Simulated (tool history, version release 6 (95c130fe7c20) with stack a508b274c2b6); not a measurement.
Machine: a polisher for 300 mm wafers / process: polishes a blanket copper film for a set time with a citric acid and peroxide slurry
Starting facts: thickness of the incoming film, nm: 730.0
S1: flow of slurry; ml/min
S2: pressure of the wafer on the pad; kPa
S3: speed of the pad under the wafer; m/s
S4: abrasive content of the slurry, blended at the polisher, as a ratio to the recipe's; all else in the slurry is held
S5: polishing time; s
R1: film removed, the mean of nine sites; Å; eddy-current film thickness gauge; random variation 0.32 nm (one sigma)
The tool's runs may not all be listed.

run 1 hour=0.0 | S1=305 S2=19.3 S3=0.90 S4=1.0 S5=39 | R1=757.08
run 2 hour=1.4 | S1=305 S2=23.4 S3=0.90 S4=1.0 S5=39 | R1=906.51
run 3 hour=7.1 | S1=305 S2=19.3 S3=0.84 S4=1.0 S5=39 | R1=695.82
run 4 hour=12.0 | S1=305 S2=16.5 S3=0.82 S4=1.0 S5=39 | R1=588.06
run 5 hour=21.0 | S1=305 S2=14.5 S3=0.82 S4=1.0 S5=39 | R1=514.09
run 6 hour=22.3 | S1=305 S2=17.9 S3=0.82 S4=1.0 S5=39 | R1=642.14
run 7 hour=25.9 | S1=305 S2=15.2 S3=0.82 S4=1.0 S5=39 | R1=542.96

Run 8, settings as shown, results not yet in. Your forecast:
run 8 hour=29.5 | S1=305 S2=13.8 S3=0.82 S4=1.0 S5=39 | R1=?

R1: 499.12 Å
